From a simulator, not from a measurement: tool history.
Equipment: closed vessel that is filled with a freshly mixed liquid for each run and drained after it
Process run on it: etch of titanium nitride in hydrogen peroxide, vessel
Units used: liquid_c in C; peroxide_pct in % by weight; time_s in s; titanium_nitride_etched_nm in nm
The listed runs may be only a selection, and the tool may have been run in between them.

run,hour,liquid_c,peroxide_pct,time_s,titanium_nitride_etched_nm
1,0,43,15.5,375,13.413
2,2.9,43,15.5,270,9.6565
3,6.3,43,17.5,270,9.9792
4,12.7,36.5,17.5,270,6.0437
5,13.9,39,17.5,270,7.3835
6,18.7,33.5,17.5,270,4.788

Forecast run 7:
7,22.2,37,17.5,270,?

titanium_nitride_etched_nm: 6.3404 nm

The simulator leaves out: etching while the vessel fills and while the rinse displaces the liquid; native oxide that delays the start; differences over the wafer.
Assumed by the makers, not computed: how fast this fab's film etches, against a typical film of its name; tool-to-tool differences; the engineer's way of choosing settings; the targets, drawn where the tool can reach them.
